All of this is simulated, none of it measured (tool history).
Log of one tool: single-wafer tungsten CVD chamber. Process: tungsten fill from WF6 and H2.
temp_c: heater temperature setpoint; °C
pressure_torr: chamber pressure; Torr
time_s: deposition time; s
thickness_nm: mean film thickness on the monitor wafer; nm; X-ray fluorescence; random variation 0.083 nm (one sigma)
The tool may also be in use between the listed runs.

run	hour	temp_c	pressure_torr	time_s	thickness_nm
1	0	370	51.8	21.3	43.698
2	4	370	48.4	21.3	42.12
3	5.6	370	54.1	21.3	45.033
4	8	376	54.1	21.3	51.365
5	15.9	376	44.8	21.3	45.969
6	17.2	376	44.8	21.3	45.74
7	18.9	371	44.7	21.3	41.026
8	22.3	359	44.1	21.3	31.065

Forecast run 9:
9	30.9	357	44.1	21.3	?

Run 9 gave thickness_nm 29.814 nm.
